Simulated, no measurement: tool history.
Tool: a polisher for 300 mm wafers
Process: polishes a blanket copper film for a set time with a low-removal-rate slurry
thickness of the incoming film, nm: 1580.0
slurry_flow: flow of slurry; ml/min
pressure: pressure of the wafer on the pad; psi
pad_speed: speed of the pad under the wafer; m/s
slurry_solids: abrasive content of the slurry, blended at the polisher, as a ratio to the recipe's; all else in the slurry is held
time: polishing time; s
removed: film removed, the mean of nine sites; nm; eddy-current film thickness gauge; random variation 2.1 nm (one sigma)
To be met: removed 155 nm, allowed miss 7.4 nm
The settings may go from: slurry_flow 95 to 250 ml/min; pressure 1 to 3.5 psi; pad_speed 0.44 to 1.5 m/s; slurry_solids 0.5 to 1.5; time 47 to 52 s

run,hour,slurry_flow,pressure,pad_speed,slurry_solids,time,removed
1,0,160,2.2,0.96,1,52,110.61
2,6.9,160,2.4,0.96,1,52,112.88
3,8.1,160,2.4,0.96,0.85,52,112.05
4,16,160,2,0.96,0.85,52,99.463
5,24.9,160,2,0.96,0.85,52,101.07
6,33.5,135,2,0.96,0.85,52,98.069
7,35.8,145,2.6,1,0.85,52,120.85
8,44.3,145,2.6,1,0.85,52,121
9,49.2,150,3.2,1.02,0.85,52,142.44
10,54,150,3.3,1.02,0.85,52,146.22

Which of these 4 next moves meets every target?
A,58.8,165,3.2,1.26,0.75,52,?
B,58.8,150,3.1,1.04,0.85,50,?
C,58.8,165,3.1,0.96,0.85,52,?
D,58.8,115,3.5,1.04,0.95,52,?

move,removed
A,176.88
B,140.02
C,136.22
D,156.84
A: takes the result that was furthest off past its target
B: further off than the last run
C: further off than the last run
D: meets every target
Move D is the one to make.
